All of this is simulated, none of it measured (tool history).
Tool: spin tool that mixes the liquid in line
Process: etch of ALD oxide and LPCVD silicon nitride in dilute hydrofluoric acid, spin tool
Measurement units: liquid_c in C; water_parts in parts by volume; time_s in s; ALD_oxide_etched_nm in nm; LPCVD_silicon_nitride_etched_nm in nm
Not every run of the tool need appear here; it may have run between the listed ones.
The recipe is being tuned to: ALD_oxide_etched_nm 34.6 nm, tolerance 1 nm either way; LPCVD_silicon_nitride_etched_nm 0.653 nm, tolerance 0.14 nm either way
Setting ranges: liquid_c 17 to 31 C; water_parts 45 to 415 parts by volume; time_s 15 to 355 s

run,day,liquid_c,water_parts,time_s,ALD_oxide_etched_nm,LPCVD_silicon_nitride_etched_nm
1,0,23,230,180,19.639,0.3717
2,0.238,23,190,180,24.749,0.44957
3,0.517,23,260,180,16.752,0.31682
4,0.667,21,260,180,15.713,0.27882
5,0.808,22,240,180,17.95,0.28069
6,0.858,19.5,240,180,16.131,0.26583
7,0.992,21.5,225,180,18.968,0.35459
8,1.35,25,135,175,38.728,0.71528
9,1.388,25,135,175,38.655,0.68526
10,1.471,24.5,135,175,38.171,0.6496
11,1.733,24.5,135,175,37.76,0.71347
12,1.85,24,135,175,36.685,0.59463

5 candidate next runs follow, results not yet known. Just one meets every target within its allowed miss. Identify it.
A,1.967,25.5,135,165,?,?
B,1.967,26,260,305,?,?
C,1.967,26,180,210,?,?
D,1.967,27.5,210,220,?,?
E,1.967,24.5,135,170,?,?

move,ALD_oxide_etched_nm,LPCVD_silicon_nitride_etched_nm
A,36.81,0.65311
B,31.259,0.64749
C,33.95,0.64409
D,31.084,0.63419
E,36.502,0.63096
A: further off than the last run
B: the result that was furthest off in the last run now lies on the other side of its target
C: every result within its allowed miss
D: the result that was furthest off in the last run now lies on the other side of its target
E: an improvement on the last run, though not all results are within tolerance
Move C is the one to make.
